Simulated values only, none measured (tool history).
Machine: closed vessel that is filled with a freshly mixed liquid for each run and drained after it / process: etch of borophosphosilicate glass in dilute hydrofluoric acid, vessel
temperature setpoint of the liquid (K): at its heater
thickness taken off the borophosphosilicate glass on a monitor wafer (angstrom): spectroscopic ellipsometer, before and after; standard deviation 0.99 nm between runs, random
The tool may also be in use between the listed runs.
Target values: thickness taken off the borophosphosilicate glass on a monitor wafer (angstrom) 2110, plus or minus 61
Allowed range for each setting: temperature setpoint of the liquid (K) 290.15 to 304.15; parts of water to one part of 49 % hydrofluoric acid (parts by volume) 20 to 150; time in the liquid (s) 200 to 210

run	day	temperature setpoint of the liquid (K)	parts of water to one part of 49 % hydrofluoric acid (parts by volume)	time in the liquid (s)	thickness taken off the borophosphosilicate glass on a monitor wafer (angstrom)
1	0	296.15	85	200	811.52
2	0.046	296.15	110	200	600.74
3	0.196	296.15	110	210	635.47
4	0.562	296.15	85	210	856.81
5	0.604	296.15	95	210	751.99
6	0.821	298.15	75	210	1055.4
7	1.083	299.65	65	210	1314.8
8	1.442	301.15	60	210	1511.8
9	1.75	302.15	55	210	1746
10	1.792	302.15	55	210	1728.5
11	1.85	302.65	55	210	1768.2
12	1.992	303.15	55	210	1798.3
13	2.029	303.15	55	210	1804.5
14	2.2	303.65	55	210	1839.9

4 candidate next runs follow, results not yet known. Just one meets every target within its allowed miss. Identify it.
A	2.371	302.65	55	210	?
B	2.371	296.65	45	200	?
C	2.371	302.65	45	200	?
D	2.371	303.65	60	210	?

move	thickness taken off the borophosphosilicate glass on a monitor wafer (angstrom)
A	1771.1
B	1641.3
C	2093.1
D	1675.2
A: misses by more than the last run did
B: misses by more than the last run did
C: hits every target within its allowed miss
D: misses by more than the last run did
C is the move that brings every result within its allowed miss.
